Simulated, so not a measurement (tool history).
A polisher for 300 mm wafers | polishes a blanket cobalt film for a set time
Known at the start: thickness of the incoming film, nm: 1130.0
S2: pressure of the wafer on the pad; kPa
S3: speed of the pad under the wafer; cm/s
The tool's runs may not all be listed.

run 1 hour=0 | flow_of_slurry_(ml/min)=250 S2=9.7 S3=96 polishing_time_(s)=62 | film_removed_(Å)=1817.9
run 2 hour=3.6 | flow_of_slurry_(ml/min)=250 S2=9 S3=96 polishing_time_(s)=62 | film_removed_(Å)=1685.7
run 3 hour=9.1 | flow_of_slurry_(ml/min)=300 S2=9 S3=96 polishing_time_(s)=62 | film_removed_(Å)=1732.3
run 4 hour=13.6 | flow_of_slurry_(ml/min)=300 S2=9 S3=78 polishing_time_(s)=62 | film_removed_(Å)=1423.2
run 5 hour=21.8 | flow_of_slurry_(ml/min)=300 S2=9 S3=78 polishing_time_(s)=62 | film_removed_(Å)=1421.9
run 6 hour=27.9 | flow_of_slurry_(ml/min)=350 S2=9 S3=78 polishing_time_(s)=62 | film_removed_(Å)=1402.8

Forecast run 7:
run 7 hour=31 | flow_of_slurry_(ml/min)=350 S2=8.3 S3=78 polishing_time_(s)=62 | film_removed_(Å)=?

Run 7 gave film removed (Å) 1320.9.
